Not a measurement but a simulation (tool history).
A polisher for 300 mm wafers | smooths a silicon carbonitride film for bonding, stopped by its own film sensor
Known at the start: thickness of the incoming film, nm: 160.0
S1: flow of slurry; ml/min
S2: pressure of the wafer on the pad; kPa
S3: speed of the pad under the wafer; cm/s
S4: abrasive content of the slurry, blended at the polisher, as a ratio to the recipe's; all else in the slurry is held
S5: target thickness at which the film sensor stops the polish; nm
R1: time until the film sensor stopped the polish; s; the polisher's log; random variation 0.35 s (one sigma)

{"run": 1, "hour": 0.0, "S1": 230, "S2": 15.2, "S3": 114, "S4": 1, "S5": 142, "R1": 54.22}
{"run": 2, "hour": 0.6, "S1": 230, "S2": 15.2, "S3": 114, "S4": 1, "S5": 144, "R1": 47.544}
{"run": 3, "hour": 4.6, "S1": 235, "S2": 15.2, "S3": 114, "S4": 1, "S5": 144, "R1": 47.698}
{"run": 4, "hour": 6.1, "S1": 235, "S2": 12.4, "S3": 114, "S4": 1, "S5": 144, "R1": 58.234}
{"hour": 12.7, "done": "slurry nozzle cleaned"}
{"run": 5, "hour": 12.7, "S1": 235, "S2": 12.4, "S3": 88, "S4": 1, "S5": 144, "R1": 61.824}
{"run": 6, "hour": 20.9, "S1": 235, "S2": 9.7, "S3": 88, "S4": 1, "S5": 144, "R1": 76.141}
{"run": 7, "hour": 29.9, "S1": 245, "S2": 11.7, "S3": 88, "S4": 1, "S5": 144, "R1": 63.803}
{"run": 8, "hour": 33.2, "S1": 270, "S2": 12.4, "S3": 88, "S4": 1, "S5": 144, "R1": 60.385}
{"run": 9, "hour": 37.1, "S1": 285, "S2": 13.8, "S3": 88, "S4": 1, "S5": 144, "R1": 53.603}

The next listed run, before its measurement:
{"run": 10, "hour": 37.8, "S1": 285, "S2": 13.8, "S3": 88, "S4": 1, "S5": 144, "R1": "?"}

R1: 53.938 s
